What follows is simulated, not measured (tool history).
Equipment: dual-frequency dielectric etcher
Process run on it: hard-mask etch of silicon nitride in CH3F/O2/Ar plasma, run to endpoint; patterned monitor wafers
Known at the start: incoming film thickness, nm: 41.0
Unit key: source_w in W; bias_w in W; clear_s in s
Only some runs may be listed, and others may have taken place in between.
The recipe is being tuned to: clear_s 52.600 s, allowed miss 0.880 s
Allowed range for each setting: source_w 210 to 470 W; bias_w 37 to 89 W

{"run": 1, "hour": 0.0, "source_w": 340, "bias_w": 63, "clear_s": 66.038}
{"run": 2, "hour": 7.4, "source_w": 320, "bias_w": 63, "clear_s": 68.442}
{"run": 3, "hour": 9.3, "source_w": 340, "bias_w": 64, "clear_s": 65.443}
{"run": 4, "hour": 13.2, "source_w": 360, "bias_w": 65, "clear_s": 63.308}
{"run": 5, "hour": 13.8, "source_w": 320, "bias_w": 65, "clear_s": 67.735}
{"run": 6, "hour": 17.3, "source_w": 370, "bias_w": 65, "clear_s": 62.049}
{"run": 7, "hour": 25.0, "source_w": 380, "bias_w": 65, "clear_s": 61.7}
{"run": 8, "hour": 31.7, "source_w": 390, "bias_w": 66, "clear_s": 59.86}
{"run": 9, "hour": 36.8, "source_w": 400, "bias_w": 66, "clear_s": 58.777}
{"run": 10, "hour": 42.2, "source_w": 410, "bias_w": 66, "clear_s": 58.341}
{"run": 11, "hour": 47.0, "source_w": 420, "bias_w": 66, "clear_s": 57.446}
{"run": 12, "hour": 48.4, "source_w": 430, "bias_w": 66, "clear_s": 56.43}
{"run": 13, "hour": 57.1, "source_w": 440, "bias_w": 66, "clear_s": 55.714}
{"run": 14, "hour": 63.5, "source_w": 460, "bias_w": 67, "clear_s": 54.345}

Pick the move, out of 4, that brings all results within their allowed miss; only one does.
{"run": "A", "hour": 69.9, "source_w": 460, "bias_w": 74, "clear_s": "?"}
{"run": "B", "hour": 69.9, "source_w": 450, "bias_w": 63, "clear_s": "?"}
{"run": "C", "hour": 69.9, "source_w": 470, "bias_w": 63, "clear_s": "?"}
{"run": "D", "hour": 69.9, "source_w": 470, "bias_w": 58, "clear_s": "?"}

move=A clear_s=52.333
move=B clear_s=56.072
move=C clear_s=54.784
move=D clear_s=56.375
A: every result lands within tolerance
B: lands further from the targets than the last run did
C: lands further from the targets than the last run did
D: lands further from the targets than the last run did
Correct choice: A, which meets every target
